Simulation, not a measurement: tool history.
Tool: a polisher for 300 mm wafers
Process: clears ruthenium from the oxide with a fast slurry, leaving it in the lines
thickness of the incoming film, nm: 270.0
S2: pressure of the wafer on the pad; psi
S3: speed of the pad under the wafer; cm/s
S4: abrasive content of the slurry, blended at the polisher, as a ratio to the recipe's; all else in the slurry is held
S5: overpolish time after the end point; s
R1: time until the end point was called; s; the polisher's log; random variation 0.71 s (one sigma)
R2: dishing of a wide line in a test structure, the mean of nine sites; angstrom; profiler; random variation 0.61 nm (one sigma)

run 1 hour=0 | flow_of_slurry_(ml/min)=200 S2=1.8 S3=110 S4=1 S5=10 | R1=92.181 R2=303.07
run 2 hour=2.8 | flow_of_slurry_(ml/min)=200 S2=1.8 S3=110 S4=0.85 S5=10 | R1=101.64 R2=271.99
run 3 hour=6.6 | flow_of_slurry_(ml/min)=200 S2=1.9 S3=110 S4=0.85 S5=11 | R1=97.103 R2=316.93
run 4 hour=8.1 | flow_of_slurry_(ml/min)=200 S2=1.9 S3=110 S4=1.05 S5=11 | R1=86.591 R2=360.7
run 5 hour=15.2 | flow_of_slurry_(ml/min)=200 S2=1.9 S3=110 S4=0.95 S5=11 | R1=90.323 R2=326.89
run 6 hour=19.6 | flow_of_slurry_(ml/min)=200 S2=2 S3=110 S4=0.95 S5=12 | R1=87.682 R2=373.36
run 7 hour=24.1 | flow_of_slurry_(ml/min)=205 S2=2.1 S3=110 S4=0.95 S5=12 | R1=82.234 R2=391.61

Run 8 comes next. What will it give?
run 8 hour=26 | flow_of_slurry_(ml/min)=210 S2=2.1 S3=110 S4=0.95 S5=12 | R1=? R2=?

Run 8 gave R1 82.249 s, R2 384.8 angstrom.
